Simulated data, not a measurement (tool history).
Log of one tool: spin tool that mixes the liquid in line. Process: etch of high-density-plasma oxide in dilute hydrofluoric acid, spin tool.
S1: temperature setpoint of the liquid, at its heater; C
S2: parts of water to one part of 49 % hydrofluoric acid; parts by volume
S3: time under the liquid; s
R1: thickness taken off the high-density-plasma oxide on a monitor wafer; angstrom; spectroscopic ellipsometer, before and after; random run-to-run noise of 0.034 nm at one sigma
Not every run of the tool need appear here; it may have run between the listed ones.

run 1 day=0 | S1=21 S2=170 S3=320 | R1=79.826
run 2 day=0.217 | S1=21 S2=195 S3=320 | R1=67.653
run 3 day=0.412 | S1=20 S2=195 S3=320 | R1=65.349
run 4 day=0.562 | S1=23 S2=195 S3=320 | R1=73.111
run 5 day=0.812 | S1=21.5 S2=195 S3=320 | R1=69.792
run 6 day=0.929 | S1=19.5 S2=195 S3=320 | R1=63.888
run 7 day=1.046 | S1=19 S2=195 S3=320 | R1=63.373

For run 8, what comes out?
run 8 day=1.075 | S1=18.5 S2=195 S3=320 | R1=?

{"run 8": {"R1": 62.451}}
